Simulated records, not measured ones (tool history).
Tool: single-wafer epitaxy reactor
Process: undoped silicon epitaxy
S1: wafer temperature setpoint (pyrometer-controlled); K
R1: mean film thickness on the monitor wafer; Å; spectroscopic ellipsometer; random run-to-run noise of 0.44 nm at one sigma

{"run": 1, "hour": 0.0, "S1": 943.15, "deposition time (s)": 595, "R1": 1565.7}
{"run": 2, "hour": 0.9, "S1": 941.15, "deposition time (s)": 594, "R1": 1495.8}
{"run": 3, "hour": 9.2, "S1": 941.15, "deposition time (s)": 520, "R1": 1323.8}
{"run": 4, "hour": 17.5, "S1": 940.15, "deposition time (s)": 520, "R1": 1291.6}
{"run": 5, "hour": 26.3, "S1": 947.15, "deposition time (s)": 520, "R1": 1483.9}
{"run": 6, "hour": 28.0, "S1": 946.15, "deposition time (s)": 519, "R1": 1453.7}

For run 7, what comes out?
{"run": 7, "hour": 29.0, "S1": 945.15, "deposition time (s)": 518, "R1": "?"}

{"run 7": {"R1": 1417.6}}
